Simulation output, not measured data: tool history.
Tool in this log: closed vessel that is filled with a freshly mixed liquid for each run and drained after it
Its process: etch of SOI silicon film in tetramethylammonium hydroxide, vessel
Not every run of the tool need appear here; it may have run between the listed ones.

run  hour  temperature setpoint of the liquid (K)  concentration of hydroxide in the mixed liquid (% by weight)  time in the liquid (s)  thickness taken off the SOI silicon film on a monitor wafer (nm)
  1     0                                  340.15                                                            11                      30                                                            191.66
  2   1.4                                  336.15                                                            11                      30                                                             152.1
  3     3                                  340.15                                                            11                      30                                                            192.36
  4  10.1                                  336.15                                                            11                      30                                                             150.4
  5  16.4                                  333.65                                                            11                      30                                                            128.04
  6  21.9                                  333.65                                                            11                      30                                                            128.57

Predict the results of run 7:
  7  29.5                                  332.15                                                            11                      30                                                                 ?

Run 7 measured thickness taken off the SOI silicon film on a monitor wafer (nm) 118.7.

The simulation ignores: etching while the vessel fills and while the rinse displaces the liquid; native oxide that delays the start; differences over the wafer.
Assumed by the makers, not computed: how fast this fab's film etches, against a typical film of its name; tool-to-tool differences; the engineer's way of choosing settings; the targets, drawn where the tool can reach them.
